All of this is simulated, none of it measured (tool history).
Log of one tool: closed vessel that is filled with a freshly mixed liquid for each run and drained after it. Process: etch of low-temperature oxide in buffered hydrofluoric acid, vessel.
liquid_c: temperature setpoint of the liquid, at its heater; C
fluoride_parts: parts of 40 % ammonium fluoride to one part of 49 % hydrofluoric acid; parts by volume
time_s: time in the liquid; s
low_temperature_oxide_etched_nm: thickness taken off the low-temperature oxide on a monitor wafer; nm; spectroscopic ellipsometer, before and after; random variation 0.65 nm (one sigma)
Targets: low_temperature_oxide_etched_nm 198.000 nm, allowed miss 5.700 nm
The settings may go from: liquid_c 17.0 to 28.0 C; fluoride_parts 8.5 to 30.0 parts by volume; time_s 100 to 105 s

run,day,liquid_c,fluoride_parts,time_s,low_temperature_oxide_etched_nm
1,0.000,20.0,23.5,100,99.622
2,0.233,22.0,21.5,100,118.710
3,0.525,24.5,21.5,100,137.400
4,0.567,25.5,20.0,100,151.200
5,0.779,26.0,19.0,100,164.270
6,1.058,26.0,25.5,100,132.140
7,1.083,26.5,23.0,100,144.610
8,1.408,28.0,15.5,100,222.870
9,1.629,27.5,15.5,100,218.020
10,1.821,27.0,15.5,100,211.030
11,1.888,26.5,15.5,100,205.940
# day 2.183: thermometer replaced
12,2.183,26.5,15.5,100,220.170
13,2.325,26.0,15.5,100,214.300
14,2.550,25.5,15.5,100,209.290

4 next moves are on the table. One of them brings every result within its allowed miss. Which?
A,2.775,22.0,12.5,105,?
B,2.775,24.0,16.0,105,?
C,2.775,24.0,17.0,105,?
D,2.775,26.0,14.0,100,?

move,low_temperature_oxide_etched_nm
A,224.590
B,196.750
C,185.350
D,238.130
A: further off than the last run
B: meets every target
C: takes the result that was furthest off past its target
D: further off than the last run
Answer: B
